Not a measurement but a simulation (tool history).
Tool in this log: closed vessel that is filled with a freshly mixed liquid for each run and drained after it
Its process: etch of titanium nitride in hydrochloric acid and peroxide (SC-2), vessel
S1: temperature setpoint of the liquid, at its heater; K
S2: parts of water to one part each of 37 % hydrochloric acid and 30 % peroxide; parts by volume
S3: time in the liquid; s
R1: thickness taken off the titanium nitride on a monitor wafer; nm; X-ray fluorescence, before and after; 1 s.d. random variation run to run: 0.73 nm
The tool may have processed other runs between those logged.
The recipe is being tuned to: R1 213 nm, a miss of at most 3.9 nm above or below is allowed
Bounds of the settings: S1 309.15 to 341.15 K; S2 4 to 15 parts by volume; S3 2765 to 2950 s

Run 1, hour 0: S1 325.15 K, S2 8.5 parts by volume, S3 2765 s. Result: R1 81.516 nm.
Run 2, hour 2.9: S1 319.65 K, S2 8.5 parts by volume, S3 2765 s. Result: R1 57.134 nm.
Run 3, hour 8.2: S1 319.65 K, S2 8.5 parts by volume, S3 2765 s. Result: R1 56.756 nm.
Run 4, hour 9.7: S1 319.65 K, S2 6.5 parts by volume, S3 2765 s. Result: R1 69.755 nm.
Run 5, hour 11.1: S1 315.15 K, S2 6.5 parts by volume, S3 2765 s. Result: R1 51.281 nm.
Run 6, hour 16.1: S1 322.15 K, S2 6.5 parts by volume, S3 2765 s. Result: R1 83.022 nm.
Run 7, hour 19.3: S1 326.65 K, S2 6.5 parts by volume, S3 2765 s. Result: R1 112.42 nm.
Run 8, hour 29.1: S1 329.65 K, S2 6.5 parts by volume, S3 2765 s. Result: R1 136.14 nm.
Run 9, hour 33: S1 332.15 K, S2 6.5 parts by volume, S3 2765 s. Result: R1 159.69 nm.
Run 10, hour 39: S1 333.65 K, S2 6.5 parts by volume, S3 2765 s. Result: R1 176.14 nm.
Run 11, hour 43.2: S1 334.65 K, S2 6.5 parts by volume, S3 2765 s. Result: R1 187.3 nm.
Run 12, hour 51.3: S1 335.15 K, S2 6.5 parts by volume, S3 2765 s. Result: R1 192.27 nm.
Run 13, hour 53.9: S1 335.65 K, S2 6.5 parts by volume, S3 2765 s. Result: R1 197.87 nm.
Run 14, hour 60.7: S1 336.15 K, S2 6.5 parts by volume, S3 2765 s. Result: R1 205.19 nm.
At hour 66.8: new drum of peroxide connected.
Run 15, hour 66.8: S1 336.65 K, S2 6.5 parts by volume, S3 2765 s. Result: R1 227.05 nm.

Which one of the following 5 next-run settings gets every result inside its allowed miss? There is exactly one.
Run A, hour 72.9: S1 334.65 K, S2 7 parts by volume, S3 2950 s. Result: R1 ?.
Run B, hour 72.9: S1 337.15 K, S2 7 parts by volume, S3 2765 s. Result: R1 ?.
Run C, hour 72.9: S1 335.65 K, S2 7 parts by volume, S3 2900 s. Result: R1 ?.
Run D, hour 72.9: S1 341.15 K, S2 10.5 parts by volume, S3 2765 s. Result: R1 ?.
Run E, hour 72.9: S1 335.65 K, S2 7 parts by volume, S3 2770 s. Result: R1 ?.

move      R1
   A  201.65
   B  220.53
   C  210.91
   D  202.29
   E  201.45
A: carries the result that was furthest off beyond its target, to the other side
B: an improvement on the last run, though not all results are within tolerance
C: each result inside its tolerance
D: carries the result that was furthest off beyond its target, to the other side
E: carries the result that was furthest off beyond its target, to the other side
Go with C: it meets all targets.
